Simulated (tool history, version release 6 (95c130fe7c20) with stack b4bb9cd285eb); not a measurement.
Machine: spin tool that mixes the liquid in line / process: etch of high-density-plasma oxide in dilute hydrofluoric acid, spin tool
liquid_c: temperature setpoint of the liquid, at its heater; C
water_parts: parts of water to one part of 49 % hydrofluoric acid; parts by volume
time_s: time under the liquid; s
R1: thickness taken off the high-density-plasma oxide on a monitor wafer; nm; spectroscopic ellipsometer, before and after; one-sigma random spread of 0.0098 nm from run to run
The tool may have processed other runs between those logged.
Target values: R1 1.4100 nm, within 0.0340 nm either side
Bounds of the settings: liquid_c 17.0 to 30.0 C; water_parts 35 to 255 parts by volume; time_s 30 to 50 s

run 1 day=0.000 | liquid_c=22.0 water_parts=145 time_s=50 | R1=2.2204
run 2 day=0.067 | liquid_c=22.0 water_parts=95 time_s=50 | R1=3.5334
run 3 day=0.396 | liquid_c=21.0 water_parts=95 time_s=50 | R1=3.4439
run 4 day=0.683 | liquid_c=21.0 water_parts=95 time_s=30 | R1=2.0598
run 5 day=1.058 | liquid_c=21.0 water_parts=115 time_s=30 | R1=1.6543
run 6 day=1.308 | liquid_c=20.5 water_parts=115 time_s=30 | R1=1.6512
run 7 day=1.479 | liquid_c=17.0 water_parts=125 time_s=30 | R1=1.2976
run 8 day=1.575 | liquid_c=17.5 water_parts=125 time_s=30 | R1=1.3012
run 9 day=1.742 | liquid_c=18.0 water_parts=125 time_s=30 | R1=1.3419
run 10 day=1.892 | liquid_c=18.5 water_parts=125 time_s=30 | R1=1.3731

Which of these 4 next moves meets every target?
run A day=2.042 | liquid_c=18.0 water_parts=145 time_s=40 | R1=?
run B day=2.042 | liquid_c=20.0 water_parts=155 time_s=40 | R1=?
run C day=2.042 | liquid_c=17.0 water_parts=150 time_s=40 | R1=?
run D day=2.042 | liquid_c=19.0 water_parts=135 time_s=30 | R1=?

move=A R1=1.5229
move=B R1=1.5283
move=C R1=1.4063
move=D R1=1.2907
A: pushes the last run's worst result past its target
B: pushes the last run's worst result past its target
C: each result inside its tolerance
D: its largest miss is bigger than the last run's
Move C is the one to make.

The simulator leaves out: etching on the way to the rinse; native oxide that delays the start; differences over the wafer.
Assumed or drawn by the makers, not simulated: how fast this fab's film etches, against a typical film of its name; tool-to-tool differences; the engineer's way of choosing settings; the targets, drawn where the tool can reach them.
